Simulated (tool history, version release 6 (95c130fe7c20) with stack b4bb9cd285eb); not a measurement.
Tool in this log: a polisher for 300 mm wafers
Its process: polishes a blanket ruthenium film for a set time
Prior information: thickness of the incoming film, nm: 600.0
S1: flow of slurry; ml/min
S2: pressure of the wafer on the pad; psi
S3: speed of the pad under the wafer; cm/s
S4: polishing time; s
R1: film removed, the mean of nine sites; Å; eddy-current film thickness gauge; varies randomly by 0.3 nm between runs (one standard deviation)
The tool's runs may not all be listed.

run	hour	S1	S2	S3	S4	R1
1	0.0	310	1.9	78	22	174.33
2	1.3	310	2.0	78	22	183.06
3	2.2	310	2.1	78	22	190.73
4	8.4	250	2.1	78	22	185.14
5	13.2	255	2.2	78	22	194.56
6	13.8	255	2.2	78	22	192.10
7	15.8	265	2.3	78	22	201.41
8	18.9	270	2.4	78	22	216.29

Forecast run 9:
9	26.0	280	2.4	78	22	?

Run 9 gave R1 214.04 Å.
